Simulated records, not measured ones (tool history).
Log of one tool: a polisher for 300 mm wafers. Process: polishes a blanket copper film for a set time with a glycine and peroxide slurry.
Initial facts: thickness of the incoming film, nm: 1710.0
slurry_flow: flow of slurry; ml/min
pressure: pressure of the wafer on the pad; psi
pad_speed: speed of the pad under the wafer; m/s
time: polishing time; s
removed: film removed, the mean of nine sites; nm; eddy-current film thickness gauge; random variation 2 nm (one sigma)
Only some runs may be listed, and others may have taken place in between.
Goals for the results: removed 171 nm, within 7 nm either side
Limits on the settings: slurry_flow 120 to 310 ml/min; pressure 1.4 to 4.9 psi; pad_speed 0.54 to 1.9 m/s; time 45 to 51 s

run 1 day=0 | slurry_flow=200 pressure=3.1 pad_speed=1.22 time=51 | removed=326.46
run 2 day=0.358 | slurry_flow=200 pressure=2.8 pad_speed=1.18 time=51 | removed=291.83
run 3 day=0.612 | slurry_flow=245 pressure=2.8 pad_speed=1.18 time=51 | removed=295.53
run 4 day=0.704 | slurry_flow=245 pressure=2.6 pad_speed=1.14 time=51 | removed=275.01
run 5 day=0.821 | slurry_flow=295 pressure=2.6 pad_speed=1.14 time=51 | removed=276.43
run 6 day=1.083 | slurry_flow=295 pressure=2.6 pad_speed=1.3 time=51 | removed=304.14
run 7 day=1.154 | slurry_flow=295 pressure=2.4 pad_speed=1.24 time=51 | removed=272.99
run 8 day=1.458 | slurry_flow=295 pressure=2.3 pad_speed=1.2 time=51 | removed=265.29

Below are 5 possible settings for the next run. Only one of them brings all results inside the allowed miss of their targets. Which is it?
run A day=1.762 | slurry_flow=275 pressure=1.6 pad_speed=1.06 time=45 | removed=?
run B day=1.762 | slurry_flow=285 pressure=2 pad_speed=0.84 time=45 | removed=?
run C day=1.762 | slurry_flow=310 pressure=1.6 pad_speed=1.16 time=45 | removed=?
run D day=1.762 | slurry_flow=295 pressure=1.8 pad_speed=0.92 time=45 | removed=?
run E day=1.762 | slurry_flow=295 pressure=1.6 pad_speed=1.04 time=45 | removed=?

move=A removed=157.84
move=B removed=159.73
move=C removed=169.94
move=D removed=157.54
move=E removed=156.87
A: carries the result that was furthest off beyond its target, to the other side
B: carries the result that was furthest off beyond its target, to the other side
C: meets every target
D: carries the result that was furthest off beyond its target, to the other side
E: carries the result that was furthest off beyond its target, to the other side
The move that meets every target is C.
